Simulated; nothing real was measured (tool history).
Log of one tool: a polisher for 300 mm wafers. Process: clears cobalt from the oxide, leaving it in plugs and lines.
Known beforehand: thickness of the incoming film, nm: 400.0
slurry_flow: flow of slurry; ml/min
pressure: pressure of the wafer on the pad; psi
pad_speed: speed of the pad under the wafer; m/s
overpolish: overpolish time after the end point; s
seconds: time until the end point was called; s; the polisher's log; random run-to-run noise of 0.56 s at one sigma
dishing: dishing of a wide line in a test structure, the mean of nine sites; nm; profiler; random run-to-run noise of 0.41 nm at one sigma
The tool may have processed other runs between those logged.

Run 1, hour 0: slurry_flow 300 ml/min, pressure 2.1 psi, pad_speed 0.86 m/s, overpolish 18 s. Result: seconds 86.358 s, dishing 24.005 nm.
Run 2, hour 3.4: slurry_flow 300 ml/min, pressure 2.3 psi, pad_speed 0.86 m/s, overpolish 14 s. Result: seconds 81.671 s, dishing 23.413 nm.
Run 3, hour 12.3: slurry_flow 300 ml/min, pressure 2.3 psi, pad_speed 1 m/s, overpolish 14 s. Result: seconds 71.353 s, dishing 24.402 nm.
Run 4, hour 17.6: slurry_flow 315 ml/min, pressure 2.5 psi, pad_speed 0.98 m/s, overpolish 12 s. Result: seconds 67.873 s, dishing 23.025 nm.
Run 5, hour 24.1: slurry_flow 390 ml/min, pressure 2.5 psi, pad_speed 0.98 m/s, overpolish 12 s. Result: seconds 66.143 s, dishing 22.74 nm.
Run 6, hour 30.9: slurry_flow 395 ml/min, pressure 2.6 psi, pad_speed 0.98 m/s, overpolish 12 s. Result: seconds 64.099 s, dishing 23.492 nm.
Run 7, hour 35.4: slurry_flow 395 ml/min, pressure 2.7 psi, pad_speed 0.98 m/s, overpolish 10 s. Result: seconds 62.625 s, dishing 23.627 nm.

Forecast run 8:
Run 8, hour 37.3: slurry_flow 415 ml/min, pressure 2.7 psi, pad_speed 1 m/s, overpolish 9 s. Result: seconds ?, dishing ?.

{"run 8": {"seconds": 61.159, "dishing": 23.097}}
